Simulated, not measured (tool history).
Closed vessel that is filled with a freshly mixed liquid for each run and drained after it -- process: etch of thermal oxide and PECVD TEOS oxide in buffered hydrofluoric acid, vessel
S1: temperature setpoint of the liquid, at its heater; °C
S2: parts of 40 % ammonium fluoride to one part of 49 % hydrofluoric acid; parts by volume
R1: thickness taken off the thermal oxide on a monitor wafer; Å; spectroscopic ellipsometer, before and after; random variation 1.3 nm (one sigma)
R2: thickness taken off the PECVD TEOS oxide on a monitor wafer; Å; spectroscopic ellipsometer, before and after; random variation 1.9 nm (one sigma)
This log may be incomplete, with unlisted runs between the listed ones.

{"run": 1, "day": 0.0, "S1": 24, "S2": 7.5, "time in the liquid (s)": 60, "R1": 876.21, "R2": 1155.8}
{"run": 2, "day": 0.233, "S1": 24, "S2": 7.5, "time in the liquid (s)": 70, "R1": 996.67, "R2": 1322.3}
{"run": 3, "day": 0.475, "S1": 24, "S2": 9, "time in the liquid (s)": 70, "R1": 826.14, "R2": 1095.1}
{"run": 4, "day": 0.642, "S1": 25.5, "S2": 8.5, "time in the liquid (s)": 70, "R1": 965.84, "R2": 1248.7}
{"run": 5, "day": 0.892, "S1": 25.5, "S2": 8.5, "time in the liquid (s)": 60, "R1": 812.22, "R2": 1094}
{"run": 6, "day": 0.954, "S1": 29, "S2": 8.5, "time in the liquid (s)": 60, "R1": 981.42, "R2": 1314.4}
{"run": 7, "day": 1.208, "S1": 29.5, "S2": 8, "time in the liquid (s)": 60, "R1": 1068.6, "R2": 1450.7}
{"run": 8, "day": 1.458, "S1": 30, "S2": 7.5, "time in the liquid (s)": 60, "R1": 1191.9, "R2": 1576.7}

What does the tool deliver on the next run?
{"run": 9, "day": 1.6, "S1": 30.5, "S2": 7.5, "time in the liquid (s)": 60, "R1": "?", "R2": "?"}

Logged for run 9: R1 1196.6 Å, R2 1621.4 Å.

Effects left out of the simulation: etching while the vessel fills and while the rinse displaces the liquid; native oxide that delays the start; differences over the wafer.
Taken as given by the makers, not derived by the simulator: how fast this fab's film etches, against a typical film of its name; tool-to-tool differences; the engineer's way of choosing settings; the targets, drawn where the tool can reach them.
